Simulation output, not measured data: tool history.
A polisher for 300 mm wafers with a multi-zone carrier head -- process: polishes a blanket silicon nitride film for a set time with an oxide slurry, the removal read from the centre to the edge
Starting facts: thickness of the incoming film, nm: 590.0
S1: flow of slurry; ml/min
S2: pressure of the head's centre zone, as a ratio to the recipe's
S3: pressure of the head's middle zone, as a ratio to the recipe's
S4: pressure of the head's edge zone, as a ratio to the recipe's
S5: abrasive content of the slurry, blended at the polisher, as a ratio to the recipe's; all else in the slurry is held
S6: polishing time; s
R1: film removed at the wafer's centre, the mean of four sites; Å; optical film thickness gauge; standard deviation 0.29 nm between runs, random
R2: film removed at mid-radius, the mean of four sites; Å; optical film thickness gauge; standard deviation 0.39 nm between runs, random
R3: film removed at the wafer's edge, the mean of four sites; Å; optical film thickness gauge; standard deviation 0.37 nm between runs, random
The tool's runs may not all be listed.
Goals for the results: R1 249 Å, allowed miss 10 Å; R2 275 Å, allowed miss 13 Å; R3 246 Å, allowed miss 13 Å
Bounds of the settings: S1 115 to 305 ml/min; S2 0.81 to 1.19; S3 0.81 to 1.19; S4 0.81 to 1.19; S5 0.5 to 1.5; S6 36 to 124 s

run,hour,S1,S2,S3,S4,S5,S6,R1,R2,R3
1,0,195,1,1,1,1,79,527.35,561.69,535.68
2,7.7,195,0.99,1,0.96,0.85,66,420.19,430.23,420.63
3,9.8,195,0.97,1.04,0.92,0.75,57,330.35,364.72,327.57
4,13.7,190,0.96,1.03,0.89,0.65,55,299.63,332.67,290.56
5,18.7,190,0.96,1.03,0.89,0.65,72,400.83,425.06,404.13
6,22.1,185,0.95,1.02,0.88,0.6,64,334.77,364.68,335.98
7,28.8,185,0.95,1.02,0.88,0.6,64,327.91,369.47,333.12
8,34.4,190,0.95,1,0.87,0.55,59,296.13,320.35,293.07
9,36.9,190,0.94,0.99,0.86,0.55,57,281.31,310.77,284.79
10,42,190,0.94,0.99,0.85,0.55,55,279.12,293.03,271.69
11,49.6,185,0.93,1,0.84,0.55,54,262.37,292.83,269.47
12,56.6,185,0.94,1,0.84,0.55,53,268.66,290.8,261.27
13,60.4,185,0.93,1,0.83,0.55,53,259.78,291.45,266.47
14,63.8,185,0.93,1,0.83,0.55,53,263.44,289.76,260.41
15,71.3,180,0.93,1,0.82,0.55,53,260.41,294.42,265.15
16,78.3,190,0.95,1,0.81,0.5,48,236.22,254.26,222.93
17,81.5,190,0.95,1,0.83,0.5,48,236.6,246.78,219.53
18,82.1,190,0.95,1,0.83,0.5,48,229.07,254.39,224.61
19,86,225,0.97,1.02,0.91,0.6,48,263.76,287.33,266.7
20,89.9,215,0.96,1.02,0.89,0.6,48,259.92,279.36,260.77

Exactly one of the 5 candidate moves below puts every result within its allowed miss. Which one?
A,93.8,200,0.95,0.99,0.85,0.6,51,?,?,?
B,93.8,250,1.01,1.11,1.04,0.6,43,?,?,?
C,93.8,305,0.87,0.99,0.88,0.55,46,?,?,?
D,93.8,205,1.05,1.04,0.86,0.5,50,?,?,?
E,93.8,255,0.98,0.94,0.94,0.55,50,?,?,?

move,R1,R2,R3
A,274.98,283.01,266.65
B,255.5,271.16,252.55
C,232.63,260.25,245.74
D,278.97,270.26,245.25
E,278.96,265.44,271.49
A: misses by more than the last run did
B: all results in spec
C: the furthest-off result lands on target, but another misses its tolerance
D: the furthest-off result lands on target, but another misses its tolerance
E: misses by more than the last run did
So the answer is move B, the one that meets all the targets.
